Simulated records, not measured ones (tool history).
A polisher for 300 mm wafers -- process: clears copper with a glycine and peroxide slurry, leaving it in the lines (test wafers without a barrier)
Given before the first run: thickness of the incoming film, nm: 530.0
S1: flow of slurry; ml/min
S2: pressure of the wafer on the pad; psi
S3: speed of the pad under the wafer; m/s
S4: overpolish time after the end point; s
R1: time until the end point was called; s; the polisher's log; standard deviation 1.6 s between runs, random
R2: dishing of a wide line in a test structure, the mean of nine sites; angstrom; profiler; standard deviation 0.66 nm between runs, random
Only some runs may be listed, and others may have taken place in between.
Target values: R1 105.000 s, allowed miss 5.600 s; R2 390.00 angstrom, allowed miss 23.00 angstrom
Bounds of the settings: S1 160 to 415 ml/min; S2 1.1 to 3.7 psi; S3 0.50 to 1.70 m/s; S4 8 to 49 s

Run 1, hour 0.0: S1 265 ml/min, S2 2.4 psi, S3 1.10 m/s, S4 25 s. Result: R1 90.227 s, R2 761.73 angstrom.
Run 2, hour 6.5: S1 260 ml/min, S2 2.2 psi, S3 1.16 m/s, S4 22 s. Result: R1 94.415 s, R2 674.59 angstrom.
Run 3, hour 13.2: S1 250 ml/min, S2 2.0 psi, S3 1.24 m/s, S4 19 s. Result: R1 97.993 s, R2 614.92 angstrom.
Run 4, hour 20.5: S1 190 ml/min, S2 2.0 psi, S3 1.24 m/s, S4 19 s. Result: R1 103.330 s, R2 595.29 angstrom.
Run 5, hour 24.5: S1 200 ml/min, S2 1.8 psi, S3 1.30 m/s, S4 17 s. Result: R1 107.220 s, R2 539.20 angstrom.
Run 6, hour 33.1: S1 200 ml/min, S2 1.5 psi, S3 1.30 m/s, S4 17 s. Result: R1 122.960 s, R2 467.72 angstrom.
Run 7, hour 33.7: S1 220 ml/min, S2 1.5 psi, S3 1.34 m/s, S4 15 s. Result: R1 117.060 s, R2 445.90 angstrom.
Run 8, hour 34.6: S1 230 ml/min, S2 1.5 psi, S3 1.36 m/s, S4 14 s. Result: R1 111.980 s, R2 427.24 angstrom.
Run 9, hour 42.6: S1 235 ml/min, S2 1.5 psi, S3 1.36 m/s, S4 14 s. Result: R1 114.340 s, R2 424.63 angstrom.
Run 10, hour 44.1: S1 235 ml/min, S2 1.7 psi, S3 1.40 m/s, S4 8 s. Result: R1 102.030 s, R2 300.85 angstrom.
Run 11, hour 47.6: S1 230 ml/min, S2 1.7 psi, S3 1.40 m/s, S4 9 s. Result: R1 107.080 s, R2 331.68 angstrom.
Run 12, hour 52.8: S1 225 ml/min, S2 1.7 psi, S3 1.40 m/s, S4 9 s. Result: R1 104.330 s, R2 315.34 angstrom.
Run 13, hour 61.6: S1 225 ml/min, S2 1.7 psi, S3 1.40 m/s, S4 10 s. Result: R1 105.340 s, R2 358.85 angstrom.
Run 14, hour 68.3: S1 220 ml/min, S2 1.7 psi, S3 1.40 m/s, S4 10 s. Result: R1 103.310 s, R2 361.19 angstrom.

Which one of the following 5 next-run settings gets every result inside its allowed miss? There is exactly one.
Run A, hour 75.0: S1 215 ml/min, S2 1.7 psi, S3 1.38 m/s, S4 9 s. Result: R1 ?, R2 ?.
Run B, hour 75.0: S1 245 ml/min, S2 1.7 psi, S3 1.36 m/s, S4 10 s. Result: R1 ?, R2 ?.
Run C, hour 75.0: S1 300 ml/min, S2 1.8 psi, S3 1.28 m/s, S4 11 s. Result: R1 ?, R2 ?.
Run D, hour 75.0: S1 160 ml/min, S2 2.1 psi, S3 1.28 m/s, S4 9 s. Result: R1 ?, R2 ?.
Run E, hour 75.0: S1 180 ml/min, S2 1.7 psi, S3 1.40 m/s, S4 9 s. Result: R1 ?, R2 ?.

move       R1      R2
   A  107.620  325.12
   B  107.030  356.49
   C  105.000  393.07
   D  101.360  345.81
   E  109.410  320.54
A: further off than the last run
B: further off than the last run
C: meets every target
D: further off than the last run
E: further off than the last run
Answer: C
